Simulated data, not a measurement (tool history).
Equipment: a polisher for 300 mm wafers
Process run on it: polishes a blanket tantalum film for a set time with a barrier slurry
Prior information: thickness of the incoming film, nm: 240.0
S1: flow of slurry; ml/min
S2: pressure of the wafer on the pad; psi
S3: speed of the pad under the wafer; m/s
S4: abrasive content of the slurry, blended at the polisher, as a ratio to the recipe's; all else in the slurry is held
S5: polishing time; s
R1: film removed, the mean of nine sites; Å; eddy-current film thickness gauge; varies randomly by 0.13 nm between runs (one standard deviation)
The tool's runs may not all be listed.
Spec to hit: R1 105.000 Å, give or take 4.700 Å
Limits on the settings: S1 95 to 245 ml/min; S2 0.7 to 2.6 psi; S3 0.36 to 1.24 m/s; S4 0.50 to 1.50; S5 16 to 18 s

Run 1, hour 0.0: S1 155 ml/min, S2 1.6 psi, S3 0.80 m/s, S4 1.00, S5 18 s. Result: R1 154.590 Å.
Run 2, hour 6.9: S1 135 ml/min, S2 1.6 psi, S3 0.80 m/s, S4 1.00, S5 18 s. Result: R1 151.030 Å.
Run 3, hour 11.4: S1 165 ml/min, S2 1.6 psi, S3 0.80 m/s, S4 1.00, S5 18 s. Result: R1 156.050 Å.
Run 4, hour 17.3: S1 165 ml/min, S2 1.5 psi, S3 0.80 m/s, S4 1.00, S5 18 s. Result: R1 144.920 Å.
Run 5, hour 18.0: S1 165 ml/min, S2 1.5 psi, S3 0.94 m/s, S4 1.00, S5 18 s. Result: R1 174.960 Å.
Run 6, hour 23.4: S1 185 ml/min, S2 1.5 psi, S3 0.94 m/s, S4 1.00, S5 18 s. Result: R1 175.740 Å.
Run 7, hour 30.8: S1 185 ml/min, S2 1.4 psi, S3 0.94 m/s, S4 1.00, S5 18 s. Result: R1 163.420 Å.
Run 8, hour 33.4: S1 185 ml/min, S2 1.3 psi, S3 0.94 m/s, S4 1.00, S5 18 s. Result: R1 153.780 Å.
Run 9, hour 38.4: S1 185 ml/min, S2 1.2 psi, S3 0.94 m/s, S4 1.00, S5 18 s. Result: R1 145.190 Å.
Run 10, hour 39.1: S1 185 ml/min, S2 1.2 psi, S3 0.94 m/s, S4 1.00, S5 18 s. Result: R1 143.760 Å.
Run 11, hour 46.1: S1 175 ml/min, S2 0.7 psi, S3 0.92 m/s, S4 1.00, S5 18 s. Result: R1 89.069 Å.
Run 12, hour 47.7: S1 180 ml/min, S2 0.7 psi, S3 0.92 m/s, S4 1.00, S5 18 s. Result: R1 92.781 Å.

Which of these 4 next moves meets every target?
Run A, hour 49.3: S1 215 ml/min, S2 0.8 psi, S3 0.72 m/s, S4 1.25, S5 16 s. Result: R1 ?.
Run B, hour 49.3: S1 180 ml/min, S2 0.7 psi, S3 0.88 m/s, S4 0.90, S5 17 s. Result: R1 ?.
Run C, hour 49.3: S1 165 ml/min, S2 0.8 psi, S3 0.90 m/s, S4 1.20, S5 17 s. Result: R1 ?.
Run D, hour 49.3: S1 155 ml/min, S2 0.9 psi, S3 0.90 m/s, S4 1.05, S5 18 s. Result: R1 ?.

move       R1
   A   76.620
   B   80.300
   C   95.498
   D  106.650
A: moves away from the targets compared with the last run
B: moves away from the targets compared with the last run
C: better than the last run, though not everything is in spec
D: all results in spec
D is the move that brings every result within its allowed miss.
